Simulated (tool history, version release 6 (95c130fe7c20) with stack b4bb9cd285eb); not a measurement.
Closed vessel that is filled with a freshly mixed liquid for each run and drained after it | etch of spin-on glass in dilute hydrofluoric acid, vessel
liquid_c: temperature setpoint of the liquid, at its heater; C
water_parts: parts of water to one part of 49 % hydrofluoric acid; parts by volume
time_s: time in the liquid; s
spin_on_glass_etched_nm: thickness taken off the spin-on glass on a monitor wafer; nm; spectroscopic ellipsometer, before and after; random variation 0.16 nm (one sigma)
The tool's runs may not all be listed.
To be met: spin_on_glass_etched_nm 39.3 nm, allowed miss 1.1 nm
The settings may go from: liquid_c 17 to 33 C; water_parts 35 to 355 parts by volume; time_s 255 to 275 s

run 1 hour=0 | liquid_c=25 water_parts=195 time_s=255 | spin_on_glass_etched_nm=33.022
run 2 hour=7.6 | liquid_c=25 water_parts=195 time_s=275 | spin_on_glass_etched_nm=36.007
run 3 hour=13.9 | liquid_c=22 water_parts=195 time_s=275 | spin_on_glass_etched_nm=32.132
run 4 hour=20.9 | liquid_c=23.5 water_parts=195 time_s=275 | spin_on_glass_etched_nm=34.053
run 5 hour=23 | liquid_c=24.5 water_parts=195 time_s=275 | spin_on_glass_etched_nm=35.333
run 6 hour=31.2 | liquid_c=24.5 water_parts=250 time_s=275 | spin_on_glass_etched_nm=26.093
run 7 hour=33 | liquid_c=27 water_parts=245 time_s=275 | spin_on_glass_etched_nm=29.032
run 8 hour=40.6 | liquid_c=29 water_parts=240 time_s=275 | spin_on_glass_etched_nm=31.811

Which of these 4 next moves meets every target?
run A hour=48.2 | liquid_c=28 water_parts=190 time_s=275 | spin_on_glass_etched_nm=?
run B hour=48.2 | liquid_c=27.5 water_parts=180 time_s=275 | spin_on_glass_etched_nm=?
run C hour=48.2 | liquid_c=28 water_parts=185 time_s=255 | spin_on_glass_etched_nm=?
run D hour=48.2 | liquid_c=25 water_parts=170 time_s=275 | spin_on_glass_etched_nm=?

move=A spin_on_glass_etched_nm=41.161
move=B spin_on_glass_etched_nm=43.187
move=C spin_on_glass_etched_nm=39.434
move=D spin_on_glass_etched_nm=42.209
A: takes the result that was furthest off past its target
B: takes the result that was furthest off past its target
C: meets every target
D: takes the result that was furthest off past its target
Answer: C
